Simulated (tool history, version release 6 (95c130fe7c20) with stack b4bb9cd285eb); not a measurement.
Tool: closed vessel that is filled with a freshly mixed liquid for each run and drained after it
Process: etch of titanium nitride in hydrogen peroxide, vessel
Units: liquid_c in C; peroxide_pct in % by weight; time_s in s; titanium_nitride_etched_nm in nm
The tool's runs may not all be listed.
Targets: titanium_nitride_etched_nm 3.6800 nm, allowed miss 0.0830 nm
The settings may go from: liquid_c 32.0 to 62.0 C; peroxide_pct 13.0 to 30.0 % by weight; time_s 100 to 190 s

{"run": 1, "hour": 0.0, "liquid_c": 46.0, "peroxide_pct": 26.0, "time_s": 190, "titanium_nitride_etched_nm": 11.025}
{"run": 2, "hour": 5.6, "liquid_c": 44.5, "peroxide_pct": 25.5, "time_s": 190, "titanium_nitride_etched_nm": 9.801}
{"run": 3, "hour": 9.0, "liquid_c": 41.5, "peroxide_pct": 25.5, "time_s": 190, "titanium_nitride_etched_nm": 7.8015}
{"run": 4, "hour": 10.5, "liquid_c": 37.0, "peroxide_pct": 25.5, "time_s": 190, "titanium_nitride_etched_nm": 5.5431}
{"run": 5, "hour": 19.3, "liquid_c": 36.5, "peroxide_pct": 25.0, "time_s": 190, "titanium_nitride_etched_nm": 5.3034}
{"run": 6, "hour": 20.5, "liquid_c": 36.0, "peroxide_pct": 25.0, "time_s": 190, "titanium_nitride_etched_nm": 5.1376}
{"run": 7, "hour": 27.7, "liquid_c": 32.0, "peroxide_pct": 21.5, "time_s": 175, "titanium_nitride_etched_nm": 3.3316}
{"run": 8, "hour": 36.5, "liquid_c": 32.0, "peroxide_pct": 21.5, "time_s": 175, "titanium_nitride_etched_nm": 3.2888}
{"run": 9, "hour": 39.8, "liquid_c": 33.0, "peroxide_pct": 21.5, "time_s": 175, "titanium_nitride_etched_nm": 3.58}

Which of these 5 next moves meets every target?
{"run": "A", "hour": 43.1, "liquid_c": 33.0, "peroxide_pct": 23.5, "time_s": 190, "titanium_nitride_etched_nm": "?"}
{"run": "B", "hour": 43.1, "liquid_c": 33.5, "peroxide_pct": 20.5, "time_s": 185, "titanium_nitride_etched_nm": "?"}
{"run": "C", "hour": 43.1, "liquid_c": 33.0, "peroxide_pct": 22.0, "time_s": 190, "titanium_nitride_etched_nm": "?"}
{"run": "D", "hour": 43.1, "liquid_c": 32.5, "peroxide_pct": 20.0, "time_s": 190, "titanium_nitride_etched_nm": "?"}
{"run": "E", "hour": 43.1, "liquid_c": 34.5, "peroxide_pct": 27.5, "time_s": 160, "titanium_nitride_etched_nm": "?"}

move=A titanium_nitride_etched_nm=3.9826
move=B titanium_nitride_etched_nm=3.9195
move=C titanium_nitride_etched_nm=3.9262
move=D titanium_nitride_etched_nm=3.6946
move=E titanium_nitride_etched_nm=3.9140
A: takes the result that was furthest off past its target
B: takes the result that was furthest off past its target
C: takes the result that was furthest off past its target
D: meets every target
E: takes the result that was furthest off past its target
Move D is the one to make.
